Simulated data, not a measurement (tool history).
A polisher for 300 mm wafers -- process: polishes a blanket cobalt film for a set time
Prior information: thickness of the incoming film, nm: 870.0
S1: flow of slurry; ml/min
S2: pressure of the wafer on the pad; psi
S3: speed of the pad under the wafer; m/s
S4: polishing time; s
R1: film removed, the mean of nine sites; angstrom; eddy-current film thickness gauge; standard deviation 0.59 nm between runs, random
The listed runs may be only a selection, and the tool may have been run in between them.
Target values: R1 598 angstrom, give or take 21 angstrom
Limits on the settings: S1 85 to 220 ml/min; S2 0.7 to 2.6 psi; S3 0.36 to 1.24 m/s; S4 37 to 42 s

run	hour	S1	S2	S3	S4	R1
1	0	140	1.6	0.8	42	1341.3
2	1.6	135	1.4	0.76	42	1125.1
3	3.6	135	1.3	0.74	42	1025.1
4	6.7	130	1.2	0.72	42	908.73
5	14.9	125	1.1	0.72	42	834.22
6	17.1	125	1.1	0.72	37	737.78
7	19.2	120	1.1	0.72	37	732.96
8	27.4	115	1.1	0.72	37	730.32
9	32.1	110	1.1	0.72	37	699.94
10	39.2	105	1.1	0.72	37	717.41
11	40.3	100	1.1	0.72	37	697.33
12	45.5	90	0.9	0.72	37	563.1

Consider the 5 candidate settings below. Which is the only one whose results all fall within their allowed miss of target?
A	50.7	85	0.9	0.66	38	?
B	50.7	85	1	0.76	37	?
C	50.7	100	0.7	0.88	39	?
D	50.7	85	0.8	0.68	38	?
E	50.7	90	0.8	0.66	41	?

move	R1
A	518.35
B	634.48
C	597.51
D	481.78
E	515.16
A: misses by more than the last run did
B: the result that was furthest off in the last run now lies on the other side of its target
C: all results in spec
D: misses by more than the last run did
E: misses by more than the last run did
Move C is the one to make.
